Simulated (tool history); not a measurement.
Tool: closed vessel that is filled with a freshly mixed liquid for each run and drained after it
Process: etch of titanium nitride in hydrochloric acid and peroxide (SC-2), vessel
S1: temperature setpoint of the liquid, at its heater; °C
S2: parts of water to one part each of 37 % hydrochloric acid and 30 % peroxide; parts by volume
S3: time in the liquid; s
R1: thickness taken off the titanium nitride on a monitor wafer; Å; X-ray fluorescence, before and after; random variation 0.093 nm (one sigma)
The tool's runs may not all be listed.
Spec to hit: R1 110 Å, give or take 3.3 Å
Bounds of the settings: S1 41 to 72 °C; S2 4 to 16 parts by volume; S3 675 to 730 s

| run | hour | S1 | S2 | S3 | R1 |
|---|---|---|---|---|---|
| 1 | 0 | 57 | 9 | 675 | 177.97 |
| 2 | 8.1 | 57 | 6.5 | 675 | 232.27 |
| 3 | 12.1 | 61 | 6.5 | 675 | 291.42 |
| 4 | 12.7 | 58 | 6.5 | 675 | 239.69 |
| 5 | 14.2 | 56 | 6.5 | 675 | 211.99 |
| 6 | 15 | 56 | 6.5 | 675 | 213.72 |
| 7 | 23.9 | 48 | 6.5 | 675 | 124.25 |
| 8 | 30.9 | 47.5 | 6.5 | 675 | 122.27 |
| 9 | 34.5 | 47 | 6.5 | 675 | 119.34 |
| 10 | 36.6 | 47 | 6.5 | 675 | 118.15 |
| 11 | 37.4 | 46.5 | 6.5 | 675 | 114.02 |

4 next moves are on the table. One of them brings every result within its allowed miss. Which?
| A | 38.2 | 44 | 6 | 720 | ? |
| B | 38.2 | 48 | 7 | 675 | ? |
| C | 38.2 | 49 | 8.5 | 730 | ? |
| D | 38.2 | 43 | 4.5 | 675 | ? |

| move | R1 |
|---|---|
| A | 109.18 |
| B | 119.59 |
| C | 118.58 |
| D | 117.52 |
A: every result lands within tolerance
B: lands further from the targets than the last run did
C: lands further from the targets than the last run did
D: lands further from the targets than the last run did
The move that meets every target is A.
